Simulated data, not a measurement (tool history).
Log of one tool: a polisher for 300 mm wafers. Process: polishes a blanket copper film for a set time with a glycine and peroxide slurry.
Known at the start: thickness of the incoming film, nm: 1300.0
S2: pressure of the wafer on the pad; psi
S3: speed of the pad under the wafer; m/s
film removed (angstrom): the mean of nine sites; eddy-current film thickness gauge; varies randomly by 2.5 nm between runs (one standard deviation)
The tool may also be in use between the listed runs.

run 1 hour=0 | flow_of_slurry_(ml/min)=205 S2=2.4 S3=1 polishing_time_(s)=38 | film_removed_(angstrom)=1813.1
run 2 hour=2.7 | flow_of_slurry_(ml/min)=185 S2=2.4 S3=1 polishing_time_(s)=38 | film_removed_(angstrom)=1766.2
run 3 hour=5.7 | flow_of_slurry_(ml/min)=210 S2=2.4 S3=1 polishing_time_(s)=38 | film_removed_(angstrom)=1844.4
run 4 hour=13 | flow_of_slurry_(ml/min)=225 S2=2.6 S3=1 polishing_time_(s)=38 | film_removed_(angstrom)=1966.5
run 5 hour=14.6 | flow_of_slurry_(ml/min)=225 S2=2.9 S3=1 polishing_time_(s)=38 | film_removed_(angstrom)=2138.5
run 6 hour=18.7 | flow_of_slurry_(ml/min)=230 S2=3 S3=1 polishing_time_(s)=38 | film_removed_(angstrom)=2188.6
run 7 hour=25.7 | flow_of_slurry_(ml/min)=235 S2=3.1 S3=1 polishing_time_(s)=38 | film_removed_(angstrom)=2257.3
run 8 hour=29.9 | flow_of_slurry_(ml/min)=240 S2=3.2 S3=1 polishing_time_(s)=38 | film_removed_(angstrom)=2301.9
run 9 hour=32.3 | flow_of_slurry_(ml/min)=245 S2=3.3 S3=1 polishing_time_(s)=38 | film_removed_(angstrom)=2440.5
run 10 hour=37.2 | flow_of_slurry_(ml/min)=250 S2=3.3 S3=1 polishing_time_(s)=38 | film_removed_(angstrom)=2407.1

The next listed run, before its measurement:
run 11 hour=40.5 | flow_of_slurry_(ml/min)=250 S2=3.4 S3=1 polishing_time_(s)=38 | film_removed_(angstrom)=?

Run 11 yielded film removed (angstrom) 2493.8.
